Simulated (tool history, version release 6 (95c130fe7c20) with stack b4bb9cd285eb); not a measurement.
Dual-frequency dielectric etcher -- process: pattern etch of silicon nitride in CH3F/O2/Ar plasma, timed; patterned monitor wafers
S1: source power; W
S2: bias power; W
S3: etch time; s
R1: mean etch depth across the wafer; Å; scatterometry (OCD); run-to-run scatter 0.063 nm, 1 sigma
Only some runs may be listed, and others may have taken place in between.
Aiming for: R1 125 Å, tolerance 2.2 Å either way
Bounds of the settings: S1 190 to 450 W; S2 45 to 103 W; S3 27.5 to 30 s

run  hour   S1  S2  S3      R1
  1     0  320  74  30  197.49
  2   2.3  280  65  29  165.32
  3   2.9  250  60  29  149.12
  4   7.2  230  58  29  141.57
  5   8.7  250  58  29  147.18
  6  14.8  200  58  29  133.08
  7  23.5  200  56  29   130.1
  8    25  200  55  29  128.44

Which one of the following 4 next-run settings gets every result inside its allowed miss? There is exactly one.
  A  26.5  200  51  29.5   ?
  B  26.5  210  55  28.5   ?
  C  26.5  200  56    29   ?
  D  26.5  190  59    29   ?

move      R1
   A  123.46
   B  128.31
   C   129.3
   D  130.78
A: all results in spec
B: about as far from the targets as the last run
C: moves away from the targets compared with the last run
D: moves away from the targets compared with the last run
The right move is A.

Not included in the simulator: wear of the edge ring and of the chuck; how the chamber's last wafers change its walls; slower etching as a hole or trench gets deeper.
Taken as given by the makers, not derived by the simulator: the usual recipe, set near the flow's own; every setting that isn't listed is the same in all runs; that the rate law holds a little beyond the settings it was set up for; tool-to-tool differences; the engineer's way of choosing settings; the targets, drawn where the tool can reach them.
